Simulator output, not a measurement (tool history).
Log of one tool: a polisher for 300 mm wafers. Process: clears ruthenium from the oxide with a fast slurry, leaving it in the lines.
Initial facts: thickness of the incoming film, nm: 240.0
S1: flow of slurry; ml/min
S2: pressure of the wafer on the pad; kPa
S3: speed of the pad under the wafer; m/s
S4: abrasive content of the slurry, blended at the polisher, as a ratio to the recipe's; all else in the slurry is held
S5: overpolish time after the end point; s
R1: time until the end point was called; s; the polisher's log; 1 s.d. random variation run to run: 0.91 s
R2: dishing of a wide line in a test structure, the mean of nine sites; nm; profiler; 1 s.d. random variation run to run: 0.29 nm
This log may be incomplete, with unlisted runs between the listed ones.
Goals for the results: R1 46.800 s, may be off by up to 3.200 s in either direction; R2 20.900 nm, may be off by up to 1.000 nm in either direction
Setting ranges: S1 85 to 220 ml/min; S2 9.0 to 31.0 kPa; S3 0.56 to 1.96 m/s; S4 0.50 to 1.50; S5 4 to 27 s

run 1 day=0.000 | S1=140 S2=20.0 S3=1.26 S4=1.00 S5=14 | R1=37.965 R2=62.362
run 2 day=0.129 | S1=140 S2=20.0 S3=1.26 S4=1.00 S5=17 | R1=39.441 R2=71.754
run 3 day=0.354 | S1=140 S2=20.0 S3=1.26 S4=1.00 S5=22 | R1=39.661 R2=87.667
run 4 day=0.592 | S1=140 S2=20.0 S3=1.26 S4=1.00 S5=17 | R1=38.976 R2=72.296
run 5 day=0.829 | S1=145 S2=18.6 S3=1.16 S4=1.00 S5=14 | R1=45.095 R2=54.920
run 6 day=0.904 | S1=145 S2=20.7 S3=1.16 S4=1.00 S5=14 | R1=40.986 R2=59.149
run 7 day=0.925 | S1=140 S2=20.0 S3=1.08 S4=1.00 S5=12 | R1=43.116 R2=47.033
run 8 day=1.183 | S1=130 S2=20.0 S3=0.98 S4=1.10 S5=10 | R1=45.972 R2=40.152
run 9 day=1.525 | S1=120 S2=21.4 S3=0.88 S4=1.10 S5=9 | R1=49.485 R2=34.434
run 10 day=1.638 | S1=110 S2=23.4 S3=0.80 S4=1.10 S5=8 | R1=48.532 R2=31.501
run 11 day=1.854 | S1=105 S2=25.5 S3=0.74 S4=1.05 S5=7 | R1=49.230 R2=27.053
run 12 day=1.958 | S1=125 S2=31.0 S3=0.56 S4=0.90 S5=4 | R1=53.317 R2=15.280
run 13 day=2.296 | S1=125 S2=30.3 S3=0.62 S4=0.90 S5=4 | R1=50.139 R2=16.026
run 14 day=2.438 | S1=120 S2=29.6 S3=0.66 S4=0.90 S5=4 | R1=49.294 R2=16.259
run 15 day=2.488 | S1=120 S2=29.0 S3=0.70 S4=0.90 S5=4 | R1=47.320 R2=16.441
run 16 day=2.683 | S1=120 S2=28.3 S3=0.72 S4=0.95 S5=4 | R1=46.070 R2=16.941
run 17 day=2.950 | S1=120 S2=28.3 S3=0.72 S4=0.95 S5=4 | R1=44.711 R2=17.032

Consider the 4 candidate settings below. Which is the only one whose results all fall within their allowed miss of target?
run A day=3.217 | S1=115 S2=29.0 S3=0.94 S4=0.85 S5=4 | R1=? R2=?
run B day=3.217 | S1=100 S2=31.0 S3=0.76 S4=0.95 S5=5 | R1=? R2=?
run C day=3.217 | S1=95 S2=31.0 S3=0.70 S4=0.95 S5=5 | R1=? R2=?
run D day=3.217 | S1=115 S2=29.6 S3=0.78 S4=1.05 S5=5 | R1=? R2=?

move=A R1=39.468 R2=19.419
move=B R1=42.312 R2=22.440
move=C R1=45.686 R2=20.880
move=D R1=39.675 R2=23.831
A: moves toward the targets from the last run without getting all of them in spec
B: takes the biggest miss from the last run beyond its target
C: all results land within tolerance of their targets
D: takes the biggest miss from the last run beyond its target
The right move is C.
